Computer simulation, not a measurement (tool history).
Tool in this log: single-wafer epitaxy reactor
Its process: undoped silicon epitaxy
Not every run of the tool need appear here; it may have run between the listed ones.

run  hour  wafer temperature setpoint (pyrometer-controlled) (deg C)  deposition time (s)  mean film thickness on the monitor wafer (Å)
  1   0.0                                                        660                  255                                        566.68
  2   1.2                                                        651                  255                                        470.93
  3   4.8                                                        655                  255                                        508.84
  4  11.7                                                        665                  255                                        630.98
  5  16.8                                                        665                  218                                        544.03
  6  24.3                                                        665                  236                                        584.85

The next listed run, before its measurement:
  7  32.1                                                        660                  236                                             ?

{"run 7": {"mean film thickness on the monitor wafer (Å)": 526.35}}
